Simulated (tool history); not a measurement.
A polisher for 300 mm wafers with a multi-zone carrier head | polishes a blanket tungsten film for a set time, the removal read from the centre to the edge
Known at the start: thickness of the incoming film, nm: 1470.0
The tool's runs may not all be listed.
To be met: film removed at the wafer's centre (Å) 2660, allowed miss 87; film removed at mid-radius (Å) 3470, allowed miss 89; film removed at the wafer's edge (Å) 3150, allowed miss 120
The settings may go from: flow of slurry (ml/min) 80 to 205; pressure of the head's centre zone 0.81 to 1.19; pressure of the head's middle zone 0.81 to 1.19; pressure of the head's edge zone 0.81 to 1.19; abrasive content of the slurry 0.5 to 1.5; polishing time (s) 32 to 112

run  hour  flow of slurry (ml/min)  pressure of the head's centre zone  pressure of the head's middle zone  pressure of the head's edge zone  abrasive content of the slurry  polishing time (s)  film removed at the wafer's centre (Å)  film removed at mid-radius (Å)  film removed at the wafer's edge (Å)
  1     0                      135                                   1                                   1                                 1                               1                  72                                  3066.4                          3031.8                                  2979
  2   7.2                      135                                0.98                                1.01                              1.01                               1                  72                                  2968.4                          3073.3                                  3034
  3  15.1                      135                                0.98                                1.01                              1.01                             1.2                  72                                  3100.8                          3200.8                                3232.7
  4  21.5                      135                                0.97                                1.02                              1.01                             1.2                  72                                  3032.6                          3200.8                                3215.6
  5  27.6                      135                                0.96                                1.03                              1.01                             1.2                  72                                  3031.4                          3232.2                                3121.1
  6  33.8                      135                                0.95                                1.04                              1.02                             1.2                  72                                  2975.4                          3266.5                                3131.5
  7    35                      135                                0.94                                1.05                              1.03                             1.2                  72                                  3000.9                          3305.2                                3199.1
  8  37.4                      135                                0.93                                1.06                              1.03                             1.2                  72                                    2894                          3350.9                                3246.5
  9  45.1                      135                                0.92                                1.07                              1.03                             1.2                  72                                    2880                          3362.9                                3208.6

Which of these 5 next moves meets every target?
  A  52.8                       90                                0.82                                1.17                                 1                             1.4                  76                                       ?                               ?                                     ?
  B  52.8                      120                                0.88                                1.03                              1.11                            1.15                  77                                       ?                               ?                                     ?
  C  52.8                      155                                0.96                                1.02                              1.09                            1.15                  71                                       ?                               ?                                     ?
  D  52.8                      135                                0.85                                1.09                                 1                            1.25                  78                                       ?                               ?                                     ?
  E  52.8                      140                                0.81                                1.07                              0.92                            1.15                  75                                       ?                               ?                                     ?

move  film removed at the wafer's centre (Å)  film removed at mid-radius (Å)  film removed at the wafer's edge (Å)
   A                                  2494.8                          3442.6                                3123.3
   B                                  2884.5                          3279.8                                  3401
   C                                  3102.7                          3179.2                                3239.4
   D                                  2970.3                          3655.7                                3396.8
   E                                  2696.8                          3427.7                                3102.8
A: takes the result that was furthest off past its target
B: as far off as the last run
C: further off than the last run
D: further off than the last run
E: meets every target
Move E is the one to make.
